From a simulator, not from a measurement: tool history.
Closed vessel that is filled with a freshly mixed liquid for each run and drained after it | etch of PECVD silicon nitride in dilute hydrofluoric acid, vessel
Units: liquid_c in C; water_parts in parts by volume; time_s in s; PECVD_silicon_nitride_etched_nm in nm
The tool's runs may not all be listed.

run    day  liquid_c  water_parts  time_s  PECVD_silicon_nitride_etched_nm
  1  0.000      22.0          115     715                          10.4850
  2  0.067      22.0          115     510                           7.3012
  3  0.421      24.0          115     510                           8.4517
  4  0.758      25.5           85     530                          13.0670
  5  0.983      25.5           85     510                          12.6160
  6  1.046      27.0           70     510                          16.7110
  7  1.354      28.0           65     510                          19.1150

Run 8 comes next. What will it give?
  8  1.625      28.5           60     510                                ?

PECVD_silicon_nitride_etched_nm: 21.6820 nm
